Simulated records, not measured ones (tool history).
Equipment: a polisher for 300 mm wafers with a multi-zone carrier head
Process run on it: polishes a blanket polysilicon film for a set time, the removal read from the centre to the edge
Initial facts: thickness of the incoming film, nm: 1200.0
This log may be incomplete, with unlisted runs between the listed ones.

run  hour  flow of slurry (ml/min)  pressure of the head's centre zone  pressure of the head's middle zone  pressure of the head's edge zone  polishing time (s)  film removed at the wafer's centre (nm)  film removed at mid-radius (nm)  film removed at the wafer's edge (nm)
  1   0.0                      315                                1.00                                1.00                              1.00                  57                                   421.11                           426.93                                 434.23
  2   3.6                      315                                1.06                                1.00                              1.00                  57                                   452.05                           424.92                                 427.93
  3   7.1                      325                                1.08                                1.05                              1.05                  62                                   504.42                           478.54                                 474.10
  4  15.9                      325                                1.08                                1.05                              1.05                  51                                   413.03                           398.14                                 394.13
  5  16.8                      325                                1.13                                1.05                              1.05                  51                                   431.91                           396.13                                 388.60
  6  24.6                      325                                1.13                                1.05                              1.05                  64                                   550.20                           494.30                                 495.06
  7  31.7                      335                                1.12                                1.09                              1.09                  67                                   563.28                           538.97                                 521.89

Run 8, settings as shown, results not yet in. Your forecast:
  8  35.4                      340                                1.12                                1.10                              1.12                  69                                        ?                                ?                                      ?

For run 8 the tool returned film removed at the wafer's centre (nm) 586.43, film removed at mid-radius (nm) 559.81, film removed at the wafer's edge (nm) 545.60.
